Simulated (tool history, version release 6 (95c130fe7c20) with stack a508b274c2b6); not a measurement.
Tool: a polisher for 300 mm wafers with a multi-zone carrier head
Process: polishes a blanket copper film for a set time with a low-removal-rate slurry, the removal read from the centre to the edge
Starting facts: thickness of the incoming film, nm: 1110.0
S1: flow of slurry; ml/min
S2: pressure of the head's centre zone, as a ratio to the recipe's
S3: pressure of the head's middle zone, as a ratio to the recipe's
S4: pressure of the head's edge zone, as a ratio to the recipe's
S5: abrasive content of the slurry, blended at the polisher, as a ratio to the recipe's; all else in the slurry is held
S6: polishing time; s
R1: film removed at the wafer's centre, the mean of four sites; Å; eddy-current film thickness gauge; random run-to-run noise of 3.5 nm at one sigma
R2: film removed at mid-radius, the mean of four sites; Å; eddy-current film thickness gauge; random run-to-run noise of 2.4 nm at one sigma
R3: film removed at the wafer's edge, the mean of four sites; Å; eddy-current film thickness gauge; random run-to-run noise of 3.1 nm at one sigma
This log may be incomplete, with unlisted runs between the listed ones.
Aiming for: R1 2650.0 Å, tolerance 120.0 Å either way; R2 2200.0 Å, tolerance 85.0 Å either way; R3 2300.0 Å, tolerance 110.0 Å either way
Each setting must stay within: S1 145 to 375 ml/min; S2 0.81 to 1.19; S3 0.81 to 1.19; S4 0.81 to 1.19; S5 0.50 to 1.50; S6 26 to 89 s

{"run": 1, "hour": 0.0, "S1": 240, "S2": 1.0, "S3": 1.0, "S4": 1.0, "S5": 1.0, "S6": 57, "R1": 1796.9, "R2": 1831.5, "R3": 1764.6}
{"run": 2, "hour": 6.1, "S1": 220, "S2": 1.0, "S3": 1.0, "S4": 1.0, "S5": 1.0, "S6": 57, "R1": 1790.1, "R2": 1808.6, "R3": 1816.9}
{"run": 3, "hour": 6.8, "S1": 220, "S2": 1.0, "S3": 1.07, "S4": 1.0, "S5": 1.0, "S6": 57, "R1": 1717.0, "R2": 1880.3, "R3": 1772.2}
{"run": 4, "hour": 13.1, "S1": 220, "S2": 1.02, "S3": 1.06, "S4": 1.01, "S5": 1.05, "S6": 58, "R1": 1836.5, "R2": 1963.5, "R3": 1788.2}
{"run": 5, "hour": 20.7, "S1": 215, "S2": 1.02, "S3": 1.03, "S4": 1.01, "S5": 1.1, "S6": 59, "R1": 1881.2, "R2": 1951.8, "R3": 1924.9}
{"run": 6, "hour": 23.6, "S1": 215, "S2": 1.06, "S3": 1.03, "S4": 1.01, "S5": 1.1, "S6": 59, "R1": 1922.8, "R2": 1959.4, "R3": 1847.8}
{"run": 7, "hour": 25.4, "S1": 220, "S2": 1.07, "S3": 1.01, "S4": 1.02, "S5": 1.15, "S6": 60, "R1": 2015.6, "R2": 1920.1, "R3": 1948.5}
{"run": 8, "hour": 30.6, "S1": 225, "S2": 1.09, "S3": 1.01, "S4": 1.02, "S5": 1.2, "S6": 61, "R1": 2105.2, "R2": 2062.7, "R3": 1985.0}
{"run": 9, "hour": 35.6, "S1": 230, "S2": 1.1, "S3": 1.0, "S4": 1.02, "S5": 1.25, "S6": 61, "R1": 2148.8, "R2": 2012.4, "R3": 2042.5}
{"run": 10, "hour": 39.2, "S1": 270, "S2": 1.19, "S3": 1.04, "S4": 0.98, "S5": 1.5, "S6": 64, "R1": 2517.3, "R2": 2354.6, "R3": 2152.2}
{"run": 11, "hour": 41.0, "S1": 270, "S2": 1.19, "S3": 1.03, "S4": 0.98, "S5": 1.5, "S6": 64, "R1": 2540.8, "R2": 2315.9, "R3": 2176.1}
{"run": 12, "hour": 43.9, "S1": 270, "S2": 1.19, "S3": 1.02, "S4": 0.98, "S5": 1.5, "S6": 64, "R1": 2548.7, "R2": 2311.4, "R3": 2156.2}
{"run": 13, "hour": 50.0, "S1": 270, "S2": 1.19, "S3": 1.01, "S4": 0.99, "S5": 1.5, "S6": 64, "R1": 2550.0, "R2": 2301.6, "R3": 2168.4}
{"run": 14, "hour": 57.9, "S1": 270, "S2": 1.19, "S3": 1.0, "S4": 1.0, "S5": 1.5, "S6": 64, "R1": 2467.2, "R2": 2220.9, "R3": 2163.9}

Next run, 4 choices. One meets every target within its allowed miss, the rest don't. Which?
{"run": "A", "hour": 65.8, "S1": 270, "S2": 1.11, "S3": 1.06, "S4": 1.03, "S5": 1.5, "S6": 63, "R1": "?", "R2": "?", "R3": "?"}
{"run": "B", "hour": 65.8, "S1": 260, "S2": 1.19, "S3": 1.06, "S4": 0.84, "S5": 1.45, "S6": 59, "R1": "?", "R2": "?", "R3": "?"}
{"run": "C", "hour": 65.8, "S1": 245, "S2": 1.19, "S3": 0.93, "S4": 1.01, "S5": 1.45, "S6": 68, "R1": "?", "R2": "?", "R3": "?"}
{"run": "D", "hour": 65.8, "S1": 275, "S2": 1.19, "S3": 1.08, "S4": 0.92, "S5": 1.5, "S6": 59, "R1": "?", "R2": "?", "R3": "?"}

move=A R1=2326.7 R2=2340.7 R3=2179.3
move=B R1=2271.7 R2=2166.2 R3=1847.9
move=C R1=2597.0 R2=2225.8 R3=2298.7
move=D R1=2304.8 R2=2230.5 R3=1943.3
A: lands further from the targets than the last run did
B: lands further from the targets than the last run did
C: hits every target within its allowed miss
D: lands further from the targets than the last run did
C is the move that brings every result within its allowed miss.
